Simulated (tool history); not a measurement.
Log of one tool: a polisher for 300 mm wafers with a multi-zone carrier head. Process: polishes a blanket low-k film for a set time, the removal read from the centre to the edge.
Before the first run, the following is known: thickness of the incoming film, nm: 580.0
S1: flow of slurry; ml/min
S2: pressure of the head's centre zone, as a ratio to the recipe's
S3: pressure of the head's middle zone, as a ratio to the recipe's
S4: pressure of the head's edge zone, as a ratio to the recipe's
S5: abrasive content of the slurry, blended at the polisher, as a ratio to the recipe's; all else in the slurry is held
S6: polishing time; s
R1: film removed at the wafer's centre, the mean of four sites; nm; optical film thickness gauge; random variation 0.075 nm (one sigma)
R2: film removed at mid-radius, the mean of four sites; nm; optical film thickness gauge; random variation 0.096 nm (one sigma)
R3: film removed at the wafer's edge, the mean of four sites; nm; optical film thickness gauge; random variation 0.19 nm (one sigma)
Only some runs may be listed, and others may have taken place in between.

run,hour,S1,S2,S3,S4,S5,S6,R1,R2,R3
1,0.0,145,1.00,1.00,1.00,1.00,38,15.910,16.362,16.787
2,3.1,135,0.95,0.98,0.96,0.95,38,14.434,15.193,15.687
3,4.9,125,0.91,0.97,0.94,0.90,38,12.787,14.085,14.429
4,11.9,115,0.89,0.97,0.94,0.90,38,11.938,13.737,14.787
5,16.8,110,0.89,0.97,0.91,0.90,38,11.804,13.458,13.813
6,20.2,110,0.89,0.97,0.91,0.70,38,10.040,11.378,12.084
7,27.4,120,0.89,0.98,0.92,0.70,38,10.342,11.907,12.160
8,33.0,120,0.89,0.98,0.92,0.70,38,10.340,11.918,12.158
9,34.5,125,0.89,0.98,0.94,0.70,38,10.581,12.207,12.294
# hour 41.8: slurry nozzle cleaned
10,41.8,140,0.87,0.96,1.04,0.75,38,13.108,14.802,15.234
11,44.3,130,0.88,0.97,1.02,0.75,38,12.990,14.740,14.856
12,44.9,130,0.87,0.96,1.00,0.75,38,12.756,14.468,15.155

The next listed run, before its measurement:
13,49.0,120,0.88,0.97,1.00,0.75,38,?,?,?

{"run 13": {"R1": 12.611, "R2": 14.275, "R3": 14.432}}
